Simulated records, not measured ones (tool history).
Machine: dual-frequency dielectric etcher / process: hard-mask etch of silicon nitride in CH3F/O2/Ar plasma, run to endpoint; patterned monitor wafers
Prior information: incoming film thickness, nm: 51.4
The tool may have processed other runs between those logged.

run,hour,source power (W),bias power (W),endpoint time (s)
1,0,340,54,87.106
2,3.2,370,54,84.5
3,8.2,410,54,80.829
4,9.4,390,53,82.082
5,16.4,370,52,85.16
6,22.9,370,44,87.86
7,24.2,360,43,88.856
8,25.7,350,42,90.036

Run 9 has not been measured yet. What should we expect?
9,27.5,340,42,?

{"run 9": {"endpoint time (s)": 91.534}}
